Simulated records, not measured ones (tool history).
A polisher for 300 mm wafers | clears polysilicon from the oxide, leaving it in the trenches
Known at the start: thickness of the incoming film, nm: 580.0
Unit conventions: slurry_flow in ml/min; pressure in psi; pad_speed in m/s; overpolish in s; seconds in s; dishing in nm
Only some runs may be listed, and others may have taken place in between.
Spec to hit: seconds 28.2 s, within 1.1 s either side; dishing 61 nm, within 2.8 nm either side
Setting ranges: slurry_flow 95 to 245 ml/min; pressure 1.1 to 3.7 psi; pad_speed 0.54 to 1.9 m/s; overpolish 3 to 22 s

run	hour	slurry_flow	pressure	pad_speed	overpolish	seconds	dishing
1	0	155	2.4	1.22	11	34.485	72.514
2	4.1	155	2.2	1.22	11	37.511	72.291
3	6.5	185	2.2	1.22	11	37.093	71.639
4	11.9	200	2.4	1.2	9	33.803	70.298
5	13	200	2.4	1.04	9	37.89	68.619
6	20.4	210	2.6	1.04	7	35.044	63.935
7	22.3	210	2.7	1.04	6	33.376	60.813
8	29.3	210	2.8	1.04	6	32.548	61.532
9	35.2	215	3.2	1.06	3	28.01	46.699
10	37.7	220	3.1	1.08	4	28.572	54.64
11	40.5	225	3.1	1.08	4	28.418	55.032
12	41.5	230	3.1	1.08	10	28.386	74.086
13	47.3	230	3.1	1.08	10	28.548	74.355
14	50.4	220	3.1	1.08	9	28.631	73.154
15	53.7	220	3.1	1.1	8	28.627	71.822
16	59.9	220	3.1	1.1	7	28.36	67.802
17	63.9	220	3.1	1.1	6	28.16	66.069
18	66.1	215	3.1	1.1	6	28.847	65.509
19	69.3	220	3.1	1.1	6	27.978	64.16

Which single option among these 4 for the next run brings every result within its allowed miss of target? Just one does.
A	72.5	230	2.9	1.16	7	?	?
B	72.5	180	2.6	1.42	7	?	?
C	72.5	215	2.9	1.2	7	?	?
D	72.5	205	2.5	1.46	5	?	?

move	seconds	dishing
A	29.514	68.819
B	28.929	69.241
C	28.992	69.195
D	29.021	61.065
A: its largest miss is bigger than the last run's
B: its largest miss is bigger than the last run's
C: its largest miss is bigger than the last run's
D: meets every target
Correct choice: D, which meets every target

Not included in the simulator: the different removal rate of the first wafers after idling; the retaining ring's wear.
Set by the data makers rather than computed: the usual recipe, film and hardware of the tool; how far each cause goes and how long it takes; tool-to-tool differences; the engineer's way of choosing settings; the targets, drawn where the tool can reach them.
